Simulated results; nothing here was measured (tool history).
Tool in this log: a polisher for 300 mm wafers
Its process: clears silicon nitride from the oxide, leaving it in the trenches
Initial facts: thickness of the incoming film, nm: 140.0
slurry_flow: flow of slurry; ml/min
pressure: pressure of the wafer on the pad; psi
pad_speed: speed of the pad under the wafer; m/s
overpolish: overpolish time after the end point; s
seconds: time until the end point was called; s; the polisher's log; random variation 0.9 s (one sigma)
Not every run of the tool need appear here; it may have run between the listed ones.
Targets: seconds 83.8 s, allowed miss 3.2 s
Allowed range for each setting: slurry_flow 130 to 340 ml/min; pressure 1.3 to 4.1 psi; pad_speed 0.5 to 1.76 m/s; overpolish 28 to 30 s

| run | hour | slurry_flow | pressure | pad_speed | overpolish | seconds |
|---|---|---|---|---|---|---|
| 1 | 0 | 220 | 2.7 | 1.12 | 28 | 125.5 |
| 2 | 6.3 | 220 | 2.7 | 0.96 | 28 | 142.86 |
| 3 | 14.9 | 220 | 2.1 | 0.96 | 28 | 172.19 |
| 4 | 18.8 | 220 | 1.5 | 0.96 | 28 | 224.89 |
| 5 | 24.1 | 220 | 2 | 0.98 | 28 | 180.17 |
| 6 | 32.5 | 220 | 2 | 0.98 | 28 | 180.33 |
| 7 | 36.1 | 220 | 2.4 | 1 | 28 | 155.07 |
| 8 | 37.3 | 220 | 2.8 | 1.02 | 28 | 132.5 |
| 9 | 44.3 | 225 | 3.5 | 1.06 | 28 | 105.03 |
| 10 | 51.1 | 225 | 3.6 | 1.08 | 28 | 102.68 |
| 11 | 58.5 | 225 | 3.7 | 1.1 | 28 | 97.612 |
| 12 | 62.8 | 225 | 3.8 | 1.12 | 28 | 92.009 |
|  | 64.6 | head pressure recalibrated |
| 13 | 64.6 | 225 | 3.8 | 1.12 | 28 | 89.743 |

5 candidate next runs follow, results not yet known. Just one meets every target within its allowed miss. Identify it.
| A | 66.4 | 275 | 4.1 | 1.18 | 28 | ? |
| B | 66.4 | 230 | 3.9 | 1.06 | 28 | ? |
| C | 66.4 | 230 | 3.6 | 1.24 | 28 | ? |
| D | 66.4 | 210 | 3.1 | 1.32 | 28 | ? |
| E | 66.4 | 225 | 4.1 | 1.22 | 28 | ? |

| move | seconds |
|---|---|
| A | 77.223 |
| B | 90.899 |
| C | 83.506 |
| D | 89.728 |
| E | 76.169 |
A: takes the result that was furthest off past its target
B: misses by more than the last run did
C: all results land within tolerance of their targets
D: neither nearer nor further off than the last run
E: takes the result that was furthest off past its target
Correct choice: C, which meets every target
